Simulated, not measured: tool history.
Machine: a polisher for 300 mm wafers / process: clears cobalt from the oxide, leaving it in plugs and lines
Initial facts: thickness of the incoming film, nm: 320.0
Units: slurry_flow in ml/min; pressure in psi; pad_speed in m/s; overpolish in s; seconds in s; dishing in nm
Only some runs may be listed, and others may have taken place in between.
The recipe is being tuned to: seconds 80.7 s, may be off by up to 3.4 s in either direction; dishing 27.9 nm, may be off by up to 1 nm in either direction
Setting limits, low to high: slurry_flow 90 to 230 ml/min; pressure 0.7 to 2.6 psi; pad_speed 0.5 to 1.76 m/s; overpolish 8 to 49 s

run  hour  slurry_flow  pressure  pad_speed  overpolish  seconds  dishing
  1     0          150       1.6       1.12          25   76.029   37.828
  2   1.3          145       1.6       1.12          21   76.741   34.881
  3     3          140       1.6       1.12          18    76.76   33.791
  4   3.9          130       1.6       1.12          16   77.019    31.92
  5   4.9          160       1.6       1.12          16   75.537   32.606
      5.6  -- head pressure recalibrated
  6   5.6          160       1.6          1          16   86.281   31.384
  7   7.1          160       1.6          1          14   86.295    29.61
  8  12.7          160       1.6          1          13     86.9   28.464

Which one of the following 5 next-run settings gets every result inside its allowed miss? There is exactly one.
  A  18.3          160       1.7       1.04          15        ?        ?
  B  18.3          140       1.8        0.8          17        ?        ?
  C  18.3          185       1.5        1.3          14        ?        ?
  D  18.3          180       1.7       0.98          12        ?        ?
  E  18.3          180       1.6       1.22          13        ?        ?

move  seconds  dishing
   A   78.984   31.362
   B   90.127   31.312
   C    74.14   31.272
   D   81.171   27.909
   E   73.663   30.366
A: brings the result that was furthest off to its target, and leaves another outside
B: further off than the last run
C: carries the result that was furthest off beyond its target, to the other side
D: each result inside its tolerance
E: carries the result that was furthest off beyond its target, to the other side
D meets every target.
